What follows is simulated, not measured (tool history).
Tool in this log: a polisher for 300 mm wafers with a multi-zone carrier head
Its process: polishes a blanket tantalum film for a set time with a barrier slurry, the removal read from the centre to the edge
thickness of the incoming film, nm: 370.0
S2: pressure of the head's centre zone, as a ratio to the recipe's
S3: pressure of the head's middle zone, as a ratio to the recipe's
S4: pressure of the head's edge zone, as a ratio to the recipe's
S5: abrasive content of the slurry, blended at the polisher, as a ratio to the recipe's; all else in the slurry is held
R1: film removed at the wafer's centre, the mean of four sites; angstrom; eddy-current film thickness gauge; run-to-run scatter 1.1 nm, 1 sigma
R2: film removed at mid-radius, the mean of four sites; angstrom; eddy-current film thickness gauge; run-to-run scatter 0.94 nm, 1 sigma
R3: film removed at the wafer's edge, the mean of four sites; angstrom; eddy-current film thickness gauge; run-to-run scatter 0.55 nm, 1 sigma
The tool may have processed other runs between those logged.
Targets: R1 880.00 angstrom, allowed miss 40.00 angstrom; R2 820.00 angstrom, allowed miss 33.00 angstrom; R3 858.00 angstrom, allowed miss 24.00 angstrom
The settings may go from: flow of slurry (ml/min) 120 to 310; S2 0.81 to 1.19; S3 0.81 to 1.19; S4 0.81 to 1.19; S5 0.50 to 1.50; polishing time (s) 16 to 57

Run 1, hour 0.0: flow of slurry (ml/min) 200, S2 1.00, S3 1.00, S4 1.00, S5 1.00, polishing time (s) 36. Result: R1 625.25 angstrom, R2 667.16 angstrom, R3 632.22 angstrom.
Run 2, hour 5.9: flow of slurry (ml/min) 205, S2 1.02, S3 0.99, S4 1.03, S5 1.10, polishing time (s) 36. Result: R1 671.71 angstrom, R2 663.96 angstrom, R3 647.25 angstrom.
Run 3, hour 9.8: flow of slurry (ml/min) 205, S2 1.01, S3 0.99, S4 1.05, S5 1.20, polishing time (s) 37. Result: R1 697.76 angstrom, R2 696.14 angstrom, R3 695.02 angstrom.
Run 4, hour 15.1: flow of slurry (ml/min) 210, S2 1.02, S3 1.00, S4 1.07, S5 1.25, polishing time (s) 38. Result: R1 744.83 angstrom, R2 716.08 angstrom, R3 726.94 angstrom.
Run 5, hour 18.0: flow of slurry (ml/min) 210, S2 1.02, S3 1.00, S4 1.07, S5 1.25, polishing time (s) 32. Result: R1 612.71 angstrom, R2 619.32 angstrom, R3 608.18 angstrom.
Run 6, hour 24.1: flow of slurry (ml/min) 210, S2 1.02, S3 1.00, S4 1.08, S5 1.30, polishing time (s) 34. Result: R1 653.12 angstrom, R2 651.19 angstrom, R3 653.02 angstrom.
Run 7, hour 29.3: flow of slurry (ml/min) 215, S2 1.02, S3 1.01, S4 1.09, S5 1.35, polishing time (s) 35. Result: R1 689.09 angstrom, R2 694.81 angstrom, R3 687.06 angstrom.
Run 8, hour 36.2: flow of slurry (ml/min) 220, S2 1.03, S3 1.01, S4 1.10, S5 1.40, polishing time (s) 36. Result: R1 725.81 angstrom, R2 730.05 angstrom, R3 720.15 angstrom.
Run 9, hour 40.4: flow of slurry (ml/min) 225, S2 1.04, S3 1.00, S4 1.11, S5 1.40, polishing time (s) 37. Result: R1 746.36 angstrom, R2 725.84 angstrom, R3 735.90 angstrom.
Run 10, hour 41.1: flow of slurry (ml/min) 225, S2 1.04, S3 1.00, S4 1.12, S5 1.40, polishing time (s) 38. Result: R1 780.80 angstrom, R2 750.02 angstrom, R3 763.66 angstrom.
Run 11, hour 41.8: flow of slurry (ml/min) 225, S2 1.04, S3 1.00, S4 1.13, S5 1.40, polishing time (s) 39. Result: R1 776.27 angstrom, R2 772.04 angstrom, R3 796.91 angstrom.
Run 12, hour 42.5: flow of slurry (ml/min) 230, S2 1.05, S3 1.00, S4 1.14, S5 1.40, polishing time (s) 39. Result: R1 797.63 angstrom, R2 773.78 angstrom, R3 796.13 angstrom.
Run 13, hour 47.9: flow of slurry (ml/min) 230, S2 1.06, S3 1.00, S4 1.15, S5 1.40, polishing time (s) 39. Result: R1 800.45 angstrom, R2 783.54 angstrom, R3 797.85 angstrom.
Run 14, hour 56.4: flow of slurry (ml/min) 230, S2 1.07, S3 1.00, S4 1.16, S5 1.40, polishing time (s) 39. Result: R1 807.07 angstrom, R2 771.72 angstrom, R3 795.45 angstrom.

Next run, 5 choices. One meets every target within its allowed miss, the rest don't. Which?
Run A, hour 64.9: flow of slurry (ml/min) 215, S2 1.18, S3 0.95, S4 1.13, S5 1.30, polishing time (s) 39. Result: R1 ?, R2 ?, R3 ?.
Run B, hour 64.9: flow of slurry (ml/min) 200, S2 0.97, S3 1.02, S4 1.19, S5 1.45, polishing time (s) 41. Result: R1 ?, R2 ?, R3 ?.
Run C, hour 64.9: flow of slurry (ml/min) 185, S2 0.88, S3 0.83, S4 1.19, S5 1.35, polishing time (s) 44. Result: R1 ?, R2 ?, R3 ?.
Run D, hour 64.9: flow of slurry (ml/min) 255, S2 1.04, S3 1.05, S4 1.17, S5 1.40, polishing time (s) 43. Result: R1 ?, R2 ?, R3 ?.
Run E, hour 64.9: flow of slurry (ml/min) 220, S2 1.08, S3 0.99, S4 1.15, S5 1.40, polishing time (s) 42. Result: R1 ?, R2 ?, R3 ?.

move      R1      R2      R3
   A  872.31  718.14  766.33
   B  765.16  813.13  839.57
   C  727.33  718.83  885.06
   D  878.75  890.22  883.23
   E  875.80  814.77  846.07
A: lands further from the targets than the last run did
B: brings the last run's worst result on target, with another outside its allowed miss
C: the result that was furthest off in the last run now lies on the other side of its target
D: the result that was furthest off in the last run now lies on the other side of its target
E: each result inside its tolerance
E meets every target.
